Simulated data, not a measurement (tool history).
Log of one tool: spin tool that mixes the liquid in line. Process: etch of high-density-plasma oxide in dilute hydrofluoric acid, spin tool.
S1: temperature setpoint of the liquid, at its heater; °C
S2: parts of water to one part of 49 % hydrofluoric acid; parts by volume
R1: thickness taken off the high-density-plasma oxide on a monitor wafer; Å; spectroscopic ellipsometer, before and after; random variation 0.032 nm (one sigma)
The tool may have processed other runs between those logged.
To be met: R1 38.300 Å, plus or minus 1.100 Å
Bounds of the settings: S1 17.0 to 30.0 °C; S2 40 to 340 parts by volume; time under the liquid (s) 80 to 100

{"run": 1, "hour": 0.0, "S1": 22.0, "S2": 190, "time under the liquid (s)": 100, "R1": 26.644}
{"run": 2, "hour": 6.0, "S1": 22.0, "S2": 190, "time under the liquid (s)": 80, "R1": 21.307}
{"run": 3, "hour": 7.0, "S1": 23.0, "S2": 185, "time under the liquid (s)": 80, "R1": 22.794}
{"run": 4, "hour": 16.0, "S1": 23.5, "S2": 175, "time under the liquid (s)": 80, "R1": 24.746}
{"run": 5, "hour": 17.9, "S1": 23.5, "S2": 210, "time under the liquid (s)": 80, "R1": 20.124}
{"run": 6, "hour": 25.5, "S1": 23.5, "S2": 180, "time under the liquid (s)": 80, "R1": 24.07}
{"run": 7, "hour": 28.0, "S1": 24.0, "S2": 170, "time under the liquid (s)": 80, "R1": 25.948}
{"run": 8, "hour": 32.7, "S1": 24.5, "S2": 165, "time under the liquid (s)": 80, "R1": 28.037}
{"run": 9, "hour": 40.2, "S1": 25.0, "S2": 160, "time under the liquid (s)": 80, "R1": 29.137}
{"run": 10, "hour": 41.7, "S1": 25.5, "S2": 155, "time under the liquid (s)": 80, "R1": 31.279}

4 candidate next runs follow, results not yet known. Just one meets every target within its allowed miss. Identify it.
{"run": "A", "hour": 43.2, "S1": 24.5, "S2": 125, "time under the liquid (s)": 80, "R1": "?"}
{"run": "B", "hour": 43.2, "S1": 24.5, "S2": 130, "time under the liquid (s)": 90, "R1": "?"}
{"run": "C", "hour": 43.2, "S1": 27.0, "S2": 155, "time under the liquid (s)": 100, "R1": "?"}
{"run": "D", "hour": 43.2, "S1": 25.0, "S2": 180, "time under the liquid (s)": 80, "R1": "?"}

move=A R1=38.165
move=B R1=41.038
move=C R1=40.785
move=D R1=25.341
A: every result lands within tolerance
B: moves the result that the last run missed by most past its target, out the other side
C: moves the result that the last run missed by most past its target, out the other side
D: moves away from the targets compared with the last run
The move that meets every target is A.
